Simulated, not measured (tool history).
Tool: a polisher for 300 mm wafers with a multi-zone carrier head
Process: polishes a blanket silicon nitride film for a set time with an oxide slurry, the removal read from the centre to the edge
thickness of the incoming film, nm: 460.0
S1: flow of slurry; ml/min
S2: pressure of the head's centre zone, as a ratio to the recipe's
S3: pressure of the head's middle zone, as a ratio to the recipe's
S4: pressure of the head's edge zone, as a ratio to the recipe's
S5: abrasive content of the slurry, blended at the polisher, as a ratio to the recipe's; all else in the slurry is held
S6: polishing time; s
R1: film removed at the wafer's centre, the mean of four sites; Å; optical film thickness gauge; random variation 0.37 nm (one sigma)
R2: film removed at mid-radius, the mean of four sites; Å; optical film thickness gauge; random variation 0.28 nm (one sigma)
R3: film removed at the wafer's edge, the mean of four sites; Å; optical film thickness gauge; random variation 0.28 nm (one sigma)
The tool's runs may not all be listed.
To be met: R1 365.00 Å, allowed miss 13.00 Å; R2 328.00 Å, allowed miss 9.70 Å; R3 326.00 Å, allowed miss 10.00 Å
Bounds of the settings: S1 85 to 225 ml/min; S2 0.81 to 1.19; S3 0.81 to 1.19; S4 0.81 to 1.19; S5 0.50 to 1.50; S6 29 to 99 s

{"run": 1, "hour": 0.0, "S1": 145, "S2": 1.0, "S3": 1.0, "S4": 1.0, "S5": 1.0, "S6": 64, "R1": 511.59, "R2": 516.76, "R3": 503.89}
{"run": 2, "hour": 2.7, "S1": 140, "S2": 1.01, "S3": 0.98, "S4": 0.96, "S5": 0.85, "S6": 62, "R1": 454.13, "R2": 452.98, "R3": 438.19}
{"run": 3, "hour": 3.7, "S1": 135, "S2": 1.02, "S3": 0.95, "S4": 0.93, "S5": 0.75, "S6": 62, "R1": 421.9, "R2": 400.82, "R3": 397.02}
{"run": 4, "hour": 6.3, "S1": 105, "S2": 1.02, "S3": 0.95, "S4": 0.93, "S5": 0.75, "S6": 62, "R1": 391.84, "R2": 371.15, "R3": 378.54}
{"run": 5, "hour": 12.0, "S1": 85, "S2": 1.02, "S3": 0.95, "S4": 0.93, "S5": 0.75, "S6": 62, "R1": 354.5, "R2": 345.59, "R3": 362.74}
{"run": 6, "hour": 19.6, "S1": 85, "S2": 1.02, "S3": 0.89, "S4": 0.93, "S5": 0.75, "S6": 62, "R1": 353.42, "R2": 325.11, "R3": 358.87}
{"run": 7, "hour": 22.7, "S1": 85, "S2": 1.03, "S3": 0.9, "S4": 0.9, "S5": 0.75, "S6": 62, "R1": 357.73, "R2": 329.31, "R3": 351.21}
{"run": 8, "hour": 28.4, "S1": 85, "S2": 1.04, "S3": 0.9, "S4": 0.88, "S5": 0.75, "S6": 62, "R1": 359.07, "R2": 327.56, "R3": 353.48}

Which of these 5 next moves meets every target?
{"run": "A", "hour": 34.1, "S1": 85, "S2": 0.91, "S3": 0.83, "S4": 0.84, "S5": 0.75, "S6": 66, "R1": "?", "R2": "?", "R3": "?"}
{"run": "B", "hour": 34.1, "S1": 85, "S2": 0.98, "S3": 0.9, "S4": 0.84, "S5": 0.65, "S6": 68, "R1": "?", "R2": "?", "R3": "?"}
{"run": "C", "hour": 34.1, "S1": 85, "S2": 0.97, "S3": 0.84, "S4": 0.91, "S5": 0.7, "S6": 71, "R1": "?", "R2": "?", "R3": "?"}
{"run": "D", "hour": 34.1, "S1": 85, "S2": 0.98, "S3": 0.85, "S4": 1.02, "S5": 0.85, "S6": 61, "R1": "?", "R2": "?", "R3": "?"}
{"run": "E", "hour": 34.1, "S1": 85, "S2": 1.12, "S3": 0.96, "S4": 0.85, "S5": 0.85, "S6": 54, "R1": "?", "R2": "?", "R3": "?"}

move=A R1=339.00 R2=328.09 R3=365.61
move=B R1=337.34 R2=326.63 R3=340.28
move=C R1=368.09 R2=339.89 R3=389.00
move=D R1=362.11 R2=334.49 R3=400.22
move=E R1=361.44 R2=327.45 R3=324.92
A: further off than the last run
B: nearer than the last run, and not there yet
C: further off than the last run
D: further off than the last run
E: meets every target
Move E is the one to make.
